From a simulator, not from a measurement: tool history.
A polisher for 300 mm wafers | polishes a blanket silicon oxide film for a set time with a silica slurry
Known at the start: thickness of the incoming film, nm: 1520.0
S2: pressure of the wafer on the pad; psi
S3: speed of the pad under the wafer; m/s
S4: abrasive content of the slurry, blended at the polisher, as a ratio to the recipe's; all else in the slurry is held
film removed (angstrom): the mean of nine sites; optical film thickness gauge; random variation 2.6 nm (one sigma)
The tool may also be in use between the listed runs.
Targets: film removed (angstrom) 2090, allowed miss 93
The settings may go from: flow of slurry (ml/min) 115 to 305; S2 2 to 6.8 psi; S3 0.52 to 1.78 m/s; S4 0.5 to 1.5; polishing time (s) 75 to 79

run 1 hour=0 | flow_of_slurry_(ml/min)=195 S2=4.4 S3=1.14 S4=1 polishing_time_(s)=75 | film_removed_(angstrom)=2746.5
run 2 hour=7.8 | flow_of_slurry_(ml/min)=230 S2=4.4 S3=1.14 S4=1 polishing_time_(s)=75 | film_removed_(angstrom)=2756.3
run 3 hour=11.2 | flow_of_slurry_(ml/min)=230 S2=4.4 S3=1.14 S4=0.85 polishing_time_(s)=75 | film_removed_(angstrom)=2523.4
run 4 hour=19.3 | flow_of_slurry_(ml/min)=230 S2=4.4 S3=1.34 S4=0.85 polishing_time_(s)=75 | film_removed_(angstrom)=2850.1
run 5 hour=21.8 | flow_of_slurry_(ml/min)=230 S2=4.4 S3=1.34 S4=0.75 polishing_time_(s)=75 | film_removed_(angstrom)=2614.3
run 6 hour=24 | flow_of_slurry_(ml/min)=230 S2=4.2 S3=1.34 S4=0.75 polishing_time_(s)=75 | film_removed_(angstrom)=2437.9
run 7 hour=25.4 | flow_of_slurry_(ml/min)=230 S2=4.1 S3=1.34 S4=0.75 polishing_time_(s)=75 | film_removed_(angstrom)=2402.1
run 8 hour=27.5 | flow_of_slurry_(ml/min)=230 S2=4.1 S3=1.34 S4=0.75 polishing_time_(s)=75 | film_removed_(angstrom)=2394.3
run 9 hour=33.7 | flow_of_slurry_(ml/min)=230 S2=4 S3=1.34 S4=0.75 polishing_time_(s)=75 | film_removed_(angstrom)=2346.3
run 10 hour=35.2 | flow_of_slurry_(ml/min)=225 S2=3.4 S3=1.32 S4=0.75 polishing_time_(s)=75 | film_removed_(angstrom)=1938.9

Which of these 5 next moves meets every target?
run A hour=36.7 | flow_of_slurry_(ml/min)=235 S2=3.2 S3=1.36 S4=0.75 polishing_time_(s)=75 | film_removed_(angstrom)=?
run B hour=36.7 | flow_of_slurry_(ml/min)=225 S2=4.3 S3=1.1 S4=0.6 polishing_time_(s)=76 | film_removed_(angstrom)=?
run C hour=36.7 | flow_of_slurry_(ml/min)=190 S2=3.2 S3=1.34 S4=0.8 polishing_time_(s)=75 | film_removed_(angstrom)=?
run D hour=36.7 | flow_of_slurry_(ml/min)=280 S2=3.4 S3=1.32 S4=0.8 polishing_time_(s)=75 | film_removed_(angstrom)=?
run E hour=36.7 | flow_of_slurry_(ml/min)=205 S2=3.7 S3=0.8 S4=0.9 polishing_time_(s)=75 | film_removed_(angstrom)=?

move=A film_removed_(angstrom)=1889.3
move=B film_removed_(angstrom)=1797.9
move=C film_removed_(angstrom)=1907.4
move=D film_removed_(angstrom)=2099.9
move=E film_removed_(angstrom)=1707.4
A: further off than the last run
B: further off than the last run
C: further off than the last run
D: meets every target
E: further off than the last run
Answer: D

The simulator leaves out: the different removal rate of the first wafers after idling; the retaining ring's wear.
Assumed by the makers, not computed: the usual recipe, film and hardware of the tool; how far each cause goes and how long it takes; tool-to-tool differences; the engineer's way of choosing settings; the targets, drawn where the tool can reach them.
